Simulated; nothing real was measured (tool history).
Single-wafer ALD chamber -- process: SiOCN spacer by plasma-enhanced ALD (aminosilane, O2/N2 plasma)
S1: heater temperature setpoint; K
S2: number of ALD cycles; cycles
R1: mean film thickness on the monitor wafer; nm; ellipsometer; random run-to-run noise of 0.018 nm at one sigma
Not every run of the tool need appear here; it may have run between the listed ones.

run	hour	S1	S2	R1
1	0.0	683.15	114	6.6747
2	2.5	688.15	114	6.5911
3	4.2	688.15	130	7.4763
4	9.9	687.15	132	7.6528
5	18.0	695.15	132	7.4804
6	24.1	694.15	134	7.5916
7	31.2	692.15	135	7.6795
8	34.0	691.15	136	7.7740
9	42.3	690.15	137	7.8507
10	45.6	689.15	138	7.9204

What does the tool deliver on the next run?
11	50.8	688.15	139	?

R1: 8.0171 nm
